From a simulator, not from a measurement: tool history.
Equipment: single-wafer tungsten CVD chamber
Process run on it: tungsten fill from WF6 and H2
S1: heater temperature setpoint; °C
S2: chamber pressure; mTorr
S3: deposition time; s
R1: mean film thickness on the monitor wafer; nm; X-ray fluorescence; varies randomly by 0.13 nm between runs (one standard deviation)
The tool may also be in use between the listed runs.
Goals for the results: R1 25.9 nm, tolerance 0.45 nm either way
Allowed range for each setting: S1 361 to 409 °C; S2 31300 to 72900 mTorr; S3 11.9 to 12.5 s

run	hour	S1	S2	S3	R1
1	0	385	52100	12.5	34.646
2	8.3	383	52000	12.5	33.612
3	15.4	383	47800	12.5	32.473
4	19.5	383	47800	11.9	31.057
5	21.3	382	47800	11.9	30.745
6	30	381	47700	11.9	30.2
7	32	380	47600	11.9	29.288
8	34.7	380	47600	11.9	29.309
9	42.1	379	47600	11.9	28.735
10	46.2	378	47600	11.9	28.15
11	50.2	377	47600	11.9	27.555
12	52.9	375	47500	11.9	26.405

Exactly one of the 4 candidate moves below puts every result within its allowed miss. Which one?
A	55.6	370	53000	11.9	?
B	55.6	373	50300	11.9	?
C	55.6	374	40000	11.9	?
D	55.6	371	52700	11.9	?

move	R1
A	24.564
B	25.738
C	24.6
D	25.038
A: pushes the last run's worst result past its target
B: in spec on every target
C: pushes the last run's worst result past its target
D: pushes the last run's worst result past its target
Correct choice: B, which meets every target

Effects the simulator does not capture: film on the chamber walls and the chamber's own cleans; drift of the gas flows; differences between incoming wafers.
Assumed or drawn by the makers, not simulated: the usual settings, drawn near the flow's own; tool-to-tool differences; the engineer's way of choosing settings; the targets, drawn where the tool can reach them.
